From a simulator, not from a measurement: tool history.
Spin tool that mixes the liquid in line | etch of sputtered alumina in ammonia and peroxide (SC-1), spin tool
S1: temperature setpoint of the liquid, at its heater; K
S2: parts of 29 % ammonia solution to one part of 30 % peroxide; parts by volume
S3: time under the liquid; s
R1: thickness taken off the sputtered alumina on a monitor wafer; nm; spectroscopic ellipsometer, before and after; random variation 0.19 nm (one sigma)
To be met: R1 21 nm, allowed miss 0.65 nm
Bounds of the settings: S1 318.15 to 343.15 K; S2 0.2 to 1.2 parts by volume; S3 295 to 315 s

Run 1, hour 0: S1 334.15 K, S2 0.9 parts by volume, S3 295 s. Result: R1 15.629 nm.
Run 2, hour 6.2: S1 335.65 K, S2 0.9 parts by volume, S3 295 s. Result: R1 16.887 nm.
Run 3, hour 12.3: S1 335.65 K, S2 0.9 parts by volume, S3 315 s. Result: R1 17.967 nm.
Run 4, hour 18.4: S1 335.65 K, S2 0.9 parts by volume, S3 295 s. Result: R1 16.943 nm.
Run 5, hour 25.5: S1 336.65 K, S2 0.9 parts by volume, S3 295 s. Result: R1 17.587 nm.
Run 6, hour 29.3: S1 336.65 K, S2 1.2 parts by volume, S3 295 s. Result: R1 18.209 nm.
Run 7, hour 33.6: S1 337.15 K, S2 1.2 parts by volume, S3 295 s. Result: R1 19.038 nm.
Run 8, hour 40.5: S1 337.15 K, S2 1.2 parts by volume, S3 295 s. Result: R1 18.915 nm.
Run 9, hour 41.5: S1 337.65 K, S2 1.2 parts by volume, S3 295 s. Result: R1 19.257 nm.
Run 10, hour 50.2: S1 338.15 K, S2 1.2 parts by volume, S3 295 s. Result: R1 19.717 nm.

Which of these 4 next moves meets every target?
Run A, hour 58.9: S1 335.65 K, S2 1.2 parts by volume, S3 305 s. Result: R1 ?.
Run B, hour 58.9: S1 339.65 K, S2 1.05 parts by volume, S3 315 s. Result: R1 ?.
Run C, hour 58.9: S1 339.15 K, S2 1.1 parts by volume, S3 305 s. Result: R1 ?.
Run D, hour 58.9: S1 340.65 K, S2 1.15 parts by volume, S3 295 s. Result: R1 ?.

move      R1
   A  17.865
   B  22.234
   C  21.097
   D  22.055
A: further off than the last run
B: takes the result that was furthest off past its target
C: meets every target
D: takes the result that was furthest off past its target
The right move is C.
